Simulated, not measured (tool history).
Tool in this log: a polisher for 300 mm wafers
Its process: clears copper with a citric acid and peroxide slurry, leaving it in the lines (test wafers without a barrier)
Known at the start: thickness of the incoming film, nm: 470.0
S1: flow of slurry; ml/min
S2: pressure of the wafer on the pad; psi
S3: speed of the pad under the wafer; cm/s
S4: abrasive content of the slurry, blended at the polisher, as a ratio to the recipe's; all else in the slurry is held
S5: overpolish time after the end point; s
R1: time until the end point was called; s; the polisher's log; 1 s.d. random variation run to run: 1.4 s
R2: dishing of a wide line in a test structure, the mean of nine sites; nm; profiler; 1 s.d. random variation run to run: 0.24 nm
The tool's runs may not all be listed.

Run 1, hour 0.0: S1 290 ml/min, S2 4.0 psi, S3 142 cm/s, S4 1.0, S5 11 s. Result: R1 87.177 s, R2 13.027 nm.
Run 2, hour 4.4: S1 345 ml/min, S2 4.0 psi, S3 142 cm/s, S4 1.0, S5 11 s. Result: R1 83.148 s, R2 12.753 nm.
Run 3, hour 6.2: S1 340 ml/min, S2 3.8 psi, S3 142 cm/s, S4 1.0, S5 10 s. Result: R1 88.746 s, R2 12.355 nm.
Run 4, hour 10.1: S1 335 ml/min, S2 3.6 psi, S3 142 cm/s, S4 1.0, S5 10 s. Result: R1 92.450 s, R2 11.793 nm.
Run 5, hour 15.0: S1 325 ml/min, S2 3.5 psi, S3 142 cm/s, S4 1.0, S5 11 s. Result: R1 95.484 s, R2 12.261 nm.
Run 6, hour 17.0: S1 320 ml/min, S2 3.4 psi, S3 142 cm/s, S4 1.0, S5 11 s. Result: R1 98.128 s, R2 12.391 nm.

What will run 7 give?
Run 7, hour 18.8: S1 320 ml/min, S2 3.4 psi, S3 142 cm/s, S4 1.0, S5 11 s. Result: R1 ?, R2 ?.

R1: 98.982 s
R2: 12.088 nm
